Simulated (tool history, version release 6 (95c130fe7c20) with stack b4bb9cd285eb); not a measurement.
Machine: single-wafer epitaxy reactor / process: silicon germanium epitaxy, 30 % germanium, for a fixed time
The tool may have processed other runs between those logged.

run  hour  wafer temperature setpoint (pyrometer-controlled) (deg C)  chamber pressure (mTorr)  mean film thickness on the monitor wafer (nm)
  1     0                                                        625                     24900                                         96.863
  2   8.6                                                        621                     24500                                          90.05
  3  10.5                                                        611                     24500                                         75.329
  4  13.8                                                        611                     27000                                           79.5
  5  20.6                                                        620                     27000                                          92.93
  6  22.9                                                        617                     26300                                         87.309
  7  30.9                                                        614                     25700                                          81.56

Run 8 is up next; what results do you expect?
  8  35.4                                                        612                     25200                                              ?

{"run 8": {"mean film thickness on the monitor wafer (nm)": 77.847}}
